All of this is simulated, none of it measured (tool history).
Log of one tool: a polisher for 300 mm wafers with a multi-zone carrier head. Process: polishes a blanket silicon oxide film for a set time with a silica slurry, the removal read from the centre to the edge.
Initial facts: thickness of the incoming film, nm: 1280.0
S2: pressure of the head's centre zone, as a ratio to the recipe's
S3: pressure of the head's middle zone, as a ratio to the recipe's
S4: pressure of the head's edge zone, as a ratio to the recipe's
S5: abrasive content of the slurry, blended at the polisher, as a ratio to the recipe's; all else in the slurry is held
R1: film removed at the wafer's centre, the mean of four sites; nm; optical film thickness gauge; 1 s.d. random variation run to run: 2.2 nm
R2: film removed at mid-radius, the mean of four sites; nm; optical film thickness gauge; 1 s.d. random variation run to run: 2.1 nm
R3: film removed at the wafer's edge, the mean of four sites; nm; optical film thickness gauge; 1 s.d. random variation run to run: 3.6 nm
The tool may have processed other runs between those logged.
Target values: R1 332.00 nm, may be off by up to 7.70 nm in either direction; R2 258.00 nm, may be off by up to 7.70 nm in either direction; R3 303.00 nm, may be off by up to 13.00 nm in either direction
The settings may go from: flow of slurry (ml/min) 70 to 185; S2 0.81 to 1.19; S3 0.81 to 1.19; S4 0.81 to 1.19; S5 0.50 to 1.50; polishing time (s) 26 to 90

{"run": 1, "day": 0.0, "flow of slurry (ml/min)": 120, "S2": 1.0, "S3": 1.0, "S4": 1.0, "S5": 1.0, "polishing time (s)": 58, "R1": 237.48, "R2": 225.24, "R3": 230.69}
{"run": 2, "day": 0.229, "flow of slurry (ml/min)": 130, "S2": 1.02, "S3": 0.99, "S4": 1.03, "S5": 1.05, "polishing time (s)": 58, "R1": 250.84, "R2": 235.62, "R3": 251.93}
{"run": 3, "day": 0.562, "flow of slurry (ml/min)": 130, "S2": 1.02, "S3": 0.99, "S4": 1.03, "S5": 1.05, "polishing time (s)": 51, "R1": 222.77, "R2": 209.41, "R3": 213.31}
{"run": 4, "day": 0.667, "flow of slurry (ml/min)": 130, "S2": 1.02, "S3": 1.03, "S4": 1.03, "S5": 1.05, "polishing time (s)": 51, "R1": 222.99, "R2": 216.83, "R3": 216.47}
{"run": 5, "day": 1.038, "flow of slurry (ml/min)": 130, "S2": 0.94, "S3": 1.03, "S4": 1.03, "S5": 1.05, "polishing time (s)": 51, "R1": 203.54, "R2": 211.66, "R3": 221.66}
{"run": 6, "day": 1.342, "flow of slurry (ml/min)": 130, "S2": 0.94, "S3": 1.03, "S4": 1.03, "S5": 1.05, "polishing time (s)": 43, "R1": 174.39, "R2": 181.74, "R3": 186.1}
{"day": 1.388, "done": "slurry nozzle cleaned"}
{"run": 7, "day": 1.388, "flow of slurry (ml/min)": 135, "S2": 0.98, "S3": 1.0, "S4": 1.06, "S5": 1.15, "polishing time (s)": 44, "R1": 207.34, "R2": 203.34, "R3": 208.97}
{"run": 8, "day": 1.671, "flow of slurry (ml/min)": 140, "S2": 1.0, "S3": 0.96, "S4": 1.08, "S5": 1.2, "polishing time (s)": 44, "R1": 221.5, "R2": 201.15, "R3": 218.99}
{"run": 9, "day": 1.996, "flow of slurry (ml/min)": 145, "S2": 1.02, "S3": 0.95, "S4": 1.1, "S5": 1.25, "polishing time (s)": 44, "R1": 228.7, "R2": 203.92, "R3": 224.96}
{"run": 10, "day": 2.242, "flow of slurry (ml/min)": 150, "S2": 1.04, "S3": 0.94, "S4": 1.11, "S5": 1.3, "polishing time (s)": 45, "R1": 246.89, "R2": 208.88, "R3": 232.43}
{"run": 11, "day": 2.396, "flow of slurry (ml/min)": 150, "S2": 1.05, "S3": 0.94, "S4": 1.12, "S5": 1.35, "polishing time (s)": 47, "R1": 264.19, "R2": 224.68, "R3": 241.96}
{"run": 12, "day": 2.688, "flow of slurry (ml/min)": 155, "S2": 1.05, "S3": 0.92, "S4": 1.13, "S5": 1.4, "polishing time (s)": 48, "R1": 273.43, "R2": 232.01, "R3": 261.16}
{"run": 13, "day": 2.988, "flow of slurry (ml/min)": 160, "S2": 1.06, "S3": 0.91, "S4": 1.14, "S5": 1.4, "polishing time (s)": 49, "R1": 281.16, "R2": 237.35, "R3": 266.67}
{"run": 14, "day": 3.188, "flow of slurry (ml/min)": 165, "S2": 1.07, "S3": 0.9, "S4": 1.15, "S5": 1.4, "polishing time (s)": 50, "R1": 295.03, "R2": 236.15, "R3": 276.12}
{"run": 15, "day": 3.529, "flow of slurry (ml/min)": 170, "S2": 1.07, "S3": 0.9, "S4": 1.16, "S5": 1.4, "polishing time (s)": 50, "R1": 294.91, "R2": 242.76, "R3": 277.5}
{"run": 16, "day": 3.775, "flow of slurry (ml/min)": 170, "S2": 1.08, "S3": 0.89, "S4": 1.16, "S5": 1.4, "polishing time (s)": 50, "R1": 299.91, "R2": 236.94, "R3": 278.65}
{"run": 17, "day": 3.946, "flow of slurry (ml/min)": 175, "S2": 1.11, "S3": 0.91, "S4": 1.19, "S5": 1.5, "polishing time (s)": 51, "R1": 324.14, "R2": 252.67, "R3": 295.73}

Consider the 4 candidate settings below. Which is the only one whose results all fall within their allowed miss of target?
{"run": "A", "day": 4.117, "flow of slurry (ml/min)": 140, "S2": 1.14, "S3": 0.92, "S4": 1.19, "S5": 1.35, "polishing time (s)": 56, "R1": "?", "R2": "?", "R3": "?"}
{"run": "B", "day": 4.117, "flow of slurry (ml/min)": 180, "S2": 1.02, "S3": 0.87, "S4": 1.19, "S5": 1.5, "polishing time (s)": 57, "R1": "?", "R2": "?", "R3": "?"}
{"run": "C", "day": 4.117, "flow of slurry (ml/min)": 145, "S2": 1.09, "S3": 0.87, "S4": 1.14, "S5": 1.2, "polishing time (s)": 58, "R1": "?", "R2": "?", "R3": "?"}
{"run": "D", "day": 4.117, "flow of slurry (ml/min)": 165, "S2": 1.16, "S3": 0.91, "S4": 1.19, "S5": 1.5, "polishing time (s)": 53, "R1": "?", "R2": "?", "R3": "?"}

move=A R1=333.73 R2=259.70 R3=301.23
move=B R1=332.92 R2=275.25 R3=330.11
move=C R1=317.97 R2=247.08 R3=293.42
move=D R1=346.57 R2=261.50 R3=303.42
A: all results land within tolerance of their targets
B: the worst result of the last run now meets its target, but another is out of spec
C: the biggest miss grows against the last run
D: pushes the last run's worst result past its target
The move that meets every target is A.
